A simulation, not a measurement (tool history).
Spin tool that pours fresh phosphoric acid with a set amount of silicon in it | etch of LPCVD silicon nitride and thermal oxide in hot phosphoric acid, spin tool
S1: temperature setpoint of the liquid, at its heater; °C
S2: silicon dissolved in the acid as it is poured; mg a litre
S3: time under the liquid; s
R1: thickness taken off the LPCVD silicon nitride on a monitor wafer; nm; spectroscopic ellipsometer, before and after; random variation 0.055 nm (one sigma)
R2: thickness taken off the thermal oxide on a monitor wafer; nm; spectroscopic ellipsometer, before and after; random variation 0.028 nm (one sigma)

| run | hour | S1 | S2 | S3 | R1 | R2 |
|---|---|---|---|---|---|---|
| 1 | 0 | 162 | 23.5 | 180 | 17.474 | 0.33776 |
| 2 | 3.9 | 162 | 23.5 | 230 | 22.339 | 0.39869 |
| 3 | 6.3 | 162 | 23.5 | 205 | 20.146 | 0.36275 |
| 4 | 15 | 162 | 16.5 | 205 | 20.093 | 0.39169 |
| 5 | 21 | 161.5 | 16 | 200 | 19.152 | 0.36484 |
| 6 | 27.1 | 161 | 15 | 195 | 18.386 | 0.4353 |
| 7 | 29.8 | 160.5 | 17.5 | 195 | 18.092 | 0.34016 |
| 8 | 32.1 | 160 | 17 | 190 | 17.334 | 0.36275 |
| 9 | 36.9 | 160 | 17.5 | 190 | 17.29 | 0.4162 |

The next listed run, before its measurement:
| 10 | 45.1 | 160 | 20.5 | 190 | ? | ? |

Run 10 gave R1 17.241 nm, R2 0.36904 nm.
